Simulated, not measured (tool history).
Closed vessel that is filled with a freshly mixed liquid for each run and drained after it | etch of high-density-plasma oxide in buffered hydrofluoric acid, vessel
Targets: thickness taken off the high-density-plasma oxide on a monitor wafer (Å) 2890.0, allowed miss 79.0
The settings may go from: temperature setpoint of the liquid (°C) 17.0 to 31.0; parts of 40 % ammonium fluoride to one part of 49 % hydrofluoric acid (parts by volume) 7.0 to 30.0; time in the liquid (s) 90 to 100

run  hour  temperature setpoint of the liquid (°C)  parts of 40 % ammonium fluoride to one part of 49 % hydrofluoric acid (parts by volume)  time in the liquid (s)  thickness taken off the high-density-plasma oxide on a monitor wafer (Å)
  1   0.0                                     23.0                                                                                     19.0                      90                                                                    1229.5
  2   3.1                                     26.5                                                                                     19.0                      90                                                                    1513.4
  3   5.4                                     26.5                                                                                     16.5                      90                                                                    1737.7
  4  11.2                                     27.0                                                                                     16.0                      90                                                                    1821.8
     12.4  -- thermometer replaced
  5  12.4                                     29.0                                                                                     16.0                      90                                                                    1887.4
  6  14.3                                     29.0                                                                                     16.0                     100                                                                    2077.5
  7  22.7                                     29.5                                                                                     15.0                     100                                                                    2285.8
  8  25.7                                     29.5                                                                                     14.5                     100                                                                    2372.7
  9  33.6                                     29.5                                                                                     14.0                     100                                                                    2436.7
 10  38.4                                     29.5                                                                                     13.5                     100                                                                    2508.3
 11  43.8                                     29.5                                                                                     13.0                     100                                                                    2589.3

5 next moves are on the table. One of them brings every result within its allowed miss. Which?
  A  49.2                                     28.0                                                                                     11.5                      95                                                                         ?
  B  49.2                                     28.0                                                                                     11.0                      95                                                                         ?
  C  49.2                                     29.0                                                                                     11.0                      90                                                                         ?
  D  49.2                                     30.0                                                                                     12.0                     100                                                                         ?
  E  49.2                                     31.0                                                                                     13.5                     100                                                                         ?

move  thickness taken off the high-density-plasma oxide on a monitor wafer (Å)
   A                                                                    2571.2
   B                                                                    2685.0
   C                                                                    2682.1
   D                                                                    2885.8
   E                                                                    2710.4
A: further off than the last run
B: nearer than the last run, and not there yet
C: nearer than the last run, and not there yet
D: meets every target
E: nearer than the last run, and not there yet
Move D is the one to make.
